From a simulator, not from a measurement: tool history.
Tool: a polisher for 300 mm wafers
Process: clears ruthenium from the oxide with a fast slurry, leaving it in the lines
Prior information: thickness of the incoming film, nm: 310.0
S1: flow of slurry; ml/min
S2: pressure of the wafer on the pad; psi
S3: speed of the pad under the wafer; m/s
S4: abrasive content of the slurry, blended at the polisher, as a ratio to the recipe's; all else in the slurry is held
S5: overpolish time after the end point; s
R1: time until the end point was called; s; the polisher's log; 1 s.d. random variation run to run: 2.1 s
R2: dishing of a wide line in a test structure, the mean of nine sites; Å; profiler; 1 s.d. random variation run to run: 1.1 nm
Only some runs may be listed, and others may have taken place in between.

{"run": 1, "hour": 0.0, "S1": 225, "S2": 2.7, "S3": 1.16, "S4": 1.0, "S5": 22, "R1": 70.44, "R2": 593.69}
{"run": 2, "hour": 6.5, "S1": 225, "S2": 2.5, "S3": 1.14, "S4": 1.0, "S5": 22, "R1": 75.496, "R2": 560.85}
{"run": 3, "hour": 13.4, "S1": 255, "S2": 2.5, "S3": 1.14, "S4": 1.0, "S5": 22, "R1": 74.101, "R2": 572.66}
{"run": 4, "hour": 21.1, "S1": 255, "S2": 2.3, "S3": 1.12, "S4": 1.0, "S5": 22, "R1": 81.558, "R2": 557.25}
{"run": 5, "hour": 24.5, "S1": 255, "S2": 2.2, "S3": 1.12, "S4": 1.0, "S5": 21, "R1": 82.072, "R2": 497.21}
{"run": 6, "hour": 25.1, "S1": 255, "S2": 1.9, "S3": 1.12, "S4": 1.0, "S5": 21, "R1": 89.548, "R2": 494.32}

What will run 7 give?
{"run": 7, "hour": 29.7, "S1": 255, "S2": 1.8, "S3": 1.12, "S4": 1.0, "S5": 21, "R1": "?", "R2": "?"}

R1: 96.017 s
R2: 469.77 Å

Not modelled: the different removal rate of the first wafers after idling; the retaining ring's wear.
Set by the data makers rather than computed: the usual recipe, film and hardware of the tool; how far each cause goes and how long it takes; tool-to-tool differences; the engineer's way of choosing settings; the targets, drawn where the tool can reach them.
